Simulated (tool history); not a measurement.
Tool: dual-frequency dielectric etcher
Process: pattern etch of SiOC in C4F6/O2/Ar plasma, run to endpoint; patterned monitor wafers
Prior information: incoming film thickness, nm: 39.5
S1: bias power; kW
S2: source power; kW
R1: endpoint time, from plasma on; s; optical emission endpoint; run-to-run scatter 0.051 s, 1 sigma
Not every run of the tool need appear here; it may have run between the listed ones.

run 1 hour=0.0 | S1=0.538 S2=0.300 | R1=14.419
run 2 hour=4.8 | S1=0.561 S2=0.310 | R1=13.942
run 3 hour=6.2 | S1=0.561 S2=0.330 | R1=13.605
run 4 hour=13.9 | S1=0.580 S2=0.330 | R1=13.313
run 5 hour=22.0 | S1=0.674 S2=0.330 | R1=12.401
run 6 hour=25.2 | S1=0.682 S2=0.330 | R1=12.339
run 7 hour=32.6 | S1=0.689 S2=0.330 | R1=12.370

Expected results for the next run?
run 8 hour=37.3 | S1=0.696 S2=0.330 | R1=?

{"run 8": {"R1": 12.331}}
